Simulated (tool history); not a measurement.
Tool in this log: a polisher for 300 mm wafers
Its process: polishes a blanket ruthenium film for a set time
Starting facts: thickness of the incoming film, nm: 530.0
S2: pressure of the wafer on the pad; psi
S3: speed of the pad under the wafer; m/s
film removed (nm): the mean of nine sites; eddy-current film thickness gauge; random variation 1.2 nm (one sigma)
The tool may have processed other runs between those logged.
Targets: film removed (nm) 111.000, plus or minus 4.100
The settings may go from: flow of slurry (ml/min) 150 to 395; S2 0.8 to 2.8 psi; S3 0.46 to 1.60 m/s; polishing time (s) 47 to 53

run 1 hour=0.0 | flow_of_slurry_(ml/min)=250 S2=1.8 S3=1.02 polishing_time_(s)=53 | film_removed_(nm)=64.367
run 2 hour=6.2 | flow_of_slurry_(ml/min)=225 S2=1.8 S3=1.02 polishing_time_(s)=53 | film_removed_(nm)=61.414
run 3 hour=7.8 | flow_of_slurry_(ml/min)=260 S2=2.1 S3=1.02 polishing_time_(s)=53 | film_removed_(nm)=74.339
run 4 hour=14.1 | flow_of_slurry_(ml/min)=275 S2=2.3 S3=1.02 polishing_time_(s)=53 | film_removed_(nm)=79.774
run 5 hour=15.3 | flow_of_slurry_(ml/min)=275 S2=2.3 S3=1.26 polishing_time_(s)=53 | film_removed_(nm)=100.080
run 6 hour=16.8 | flow_of_slurry_(ml/min)=275 S2=2.3 S3=1.26 polishing_time_(s)=47 | film_removed_(nm)=87.874
run 7 hour=21.8 | flow_of_slurry_(ml/min)=275 S2=2.5 S3=1.26 polishing_time_(s)=47 | film_removed_(nm)=94.887
run 8 hour=28.0 | flow_of_slurry_(ml/min)=290 S2=2.6 S3=1.26 polishing_time_(s)=47 | film_removed_(nm)=98.745
run 9 hour=35.1 | flow_of_slurry_(ml/min)=290 S2=2.7 S3=1.28 polishing_time_(s)=47 | film_removed_(nm)=105.200

Pick the move, out of 4, that brings all results within their allowed miss; only one does.
run A hour=42.2 | flow_of_slurry_(ml/min)=325 S2=2.7 S3=1.12 polishing_time_(s)=51 | film_removed_(nm)=?
run B hour=42.2 | flow_of_slurry_(ml/min)=350 S2=2.6 S3=1.22 polishing_time_(s)=49 | film_removed_(nm)=?
run C hour=42.2 | flow_of_slurry_(ml/min)=280 S2=2.7 S3=1.34 polishing_time_(s)=51 | film_removed_(nm)=?
run D hour=42.2 | flow_of_slurry_(ml/min)=300 S2=2.8 S3=1.18 polishing_time_(s)=53 | film_removed_(nm)=?

move=A film_removed_(nm)=101.410
move=B film_removed_(nm)=102.800
move=C film_removed_(nm)=119.220
move=D film_removed_(nm)=113.960
A: moves away from the targets compared with the last run
B: moves away from the targets compared with the last run
C: the result that was furthest off in the last run now lies on the other side of its target
D: every result within its allowed miss
The move that meets every target is D.
